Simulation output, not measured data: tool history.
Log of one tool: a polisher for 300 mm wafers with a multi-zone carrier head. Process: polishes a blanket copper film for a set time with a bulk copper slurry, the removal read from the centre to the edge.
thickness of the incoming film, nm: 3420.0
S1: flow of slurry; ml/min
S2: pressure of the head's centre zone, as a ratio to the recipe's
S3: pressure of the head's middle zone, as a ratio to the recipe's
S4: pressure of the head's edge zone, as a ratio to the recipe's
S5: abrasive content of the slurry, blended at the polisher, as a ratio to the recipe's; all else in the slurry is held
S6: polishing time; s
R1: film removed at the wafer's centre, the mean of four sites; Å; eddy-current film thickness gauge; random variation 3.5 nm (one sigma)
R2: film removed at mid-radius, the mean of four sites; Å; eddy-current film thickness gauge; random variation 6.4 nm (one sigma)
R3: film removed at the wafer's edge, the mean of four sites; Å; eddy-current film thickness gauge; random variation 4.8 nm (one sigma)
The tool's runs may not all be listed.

run 1 hour=0 | S1=295 S2=1 S3=1 S4=1 S5=1 S6=38 | R1=4574.4 R2=4366.9 R3=4352.1
run 2 hour=7.8 | S1=295 S2=1 S3=1 S4=1 S5=1.1 S6=38 | R1=4640.8 R2=4448.2 R3=4305.7
run 3 hour=9.2 | S1=295 S2=1 S3=1 S4=1 S5=1.25 S6=38 | R1=4774.5 R2=4556.1 R3=4592.5
run 4 hour=14.9 | S1=295 S2=1 S3=1 S4=1 S5=1.25 S6=47 | R1=5879.6 R2=5752.2 R3=5583.7
run 5 hour=16.4 | S1=295 S2=0.97 S3=1 S4=1 S5=1.25 S6=47 | R1=5725.9 R2=5802.8 R3=5570.9
run 6 hour=19.7 | S1=295 S2=0.97 S3=1 S4=0.95 S5=1.25 S6=47 | R1=5775.4 R2=5794.2 R3=5518.9
run 7 hour=23.3 | S1=295 S2=0.97 S3=1 S4=0.94 S5=1.2 S6=47 | R1=5662.2 R2=5788.3 R3=5397.7
run 8 hour=30.7 | S1=290 S2=0.97 S3=0.99 S4=0.93 S5=1.15 S6=47 | R1=5588.7 R2=5627.9 R3=5437.5

Run 9 comes next. What will it give?
run 9 hour=38.8 | S1=295 S2=0.97 S3=1 S4=0.93 S5=1.1 S6=47 | R1=? R2=? R3=?

Run 9 gave R1 5569 Å, R2 5522.3 Å, R3 5337.4 Å.
